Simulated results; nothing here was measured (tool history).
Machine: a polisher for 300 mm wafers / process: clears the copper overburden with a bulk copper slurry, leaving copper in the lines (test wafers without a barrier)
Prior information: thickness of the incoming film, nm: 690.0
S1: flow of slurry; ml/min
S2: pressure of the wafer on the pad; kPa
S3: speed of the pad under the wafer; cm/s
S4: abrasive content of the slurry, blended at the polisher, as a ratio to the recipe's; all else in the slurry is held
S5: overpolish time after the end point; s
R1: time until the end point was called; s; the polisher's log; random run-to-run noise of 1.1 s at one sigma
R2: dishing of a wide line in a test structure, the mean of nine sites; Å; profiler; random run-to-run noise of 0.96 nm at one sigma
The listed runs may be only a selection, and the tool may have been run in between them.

Run 1, hour 0: S1 140 ml/min, S2 22.8 kPa, S3 84 cm/s, S4 1, S5 12 s. Result: R1 57.886 s, R2 542.75 Å.
Run 2, hour 2.6: S1 140 ml/min, S2 26.2 kPa, S3 84 cm/s, S4 1, S5 12 s. Result: R1 49.869 s, R2 584.59 Å.
Run 3, hour 6.9: S1 120 ml/min, S2 26.2 kPa, S3 84 cm/s, S4 1, S5 12 s. Result: R1 52.545 s, R2 600.23 Å.
Run 4, hour 15.4: S1 120 ml/min, S2 26.2 kPa, S3 84 cm/s, S4 0.9, S5 12 s. Result: R1 54.684 s, R2 571.57 Å.
Run 5, hour 18.4: S1 120 ml/min, S2 26.2 kPa, S3 72 cm/s, S4 0.9, S5 12 s. Result: R1 60.03 s, R2 550.12 Å.
Run 6, hour 25.1: S1 120 ml/min, S2 26.2 kPa, S3 56 cm/s, S4 0.9, S5 12 s. Result: R1 73.695 s, R2 498.16 Å.
Run 7, hour 29.7: S1 120 ml/min, S2 25.5 kPa, S3 56 cm/s, S4 0.9, S5 11 s. Result: R1 75.791 s, R2 459.49 Å.
Run 8, hour 30.5: S1 120 ml/min, S2 24.8 kPa, S3 56 cm/s, S4 0.9, S5 11 s. Result: R1 78.296 s, R2 459.64 Å.

Forecast run 9:
Run 9, hour 37.1: S1 120 ml/min, S2 24.1 kPa, S3 56 cm/s, S4 0.9, S5 11 s. Result: R1 ?, R2 ?.

Run 9 gave R1 79.9 s, R2 451.87 Å.
